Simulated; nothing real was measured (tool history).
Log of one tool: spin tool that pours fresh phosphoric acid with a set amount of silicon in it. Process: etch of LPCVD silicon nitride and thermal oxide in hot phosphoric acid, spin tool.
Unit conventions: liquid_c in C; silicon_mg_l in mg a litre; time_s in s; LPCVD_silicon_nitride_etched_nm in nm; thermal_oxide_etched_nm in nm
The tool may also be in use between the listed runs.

run	hour	liquid_c	silicon_mg_l	time_s	LPCVD_silicon_nitride_etched_nm	thermal_oxide_etched_nm
1	0	162	10.5	180	15.151	0.45535
2	5.3	162	6.5	180	15.045	0.46728
3	11.4	162	3.5	180	15.047	0.51995
4	17.7	162	3.5	210	17.497	0.59443
5	23.6	162	7.5	210	17.462	0.55438
6	25.9	162	7.5	285	24.073	0.77709
7	27.7	161	5.5	280	22.805	0.73256

Forecast run 8:
8	32.7	160.5	4	275	?	?

Run 8 measured LPCVD_silicon_nitride_etched_nm 21.722 nm, thermal_oxide_etched_nm 0.70793 nm.
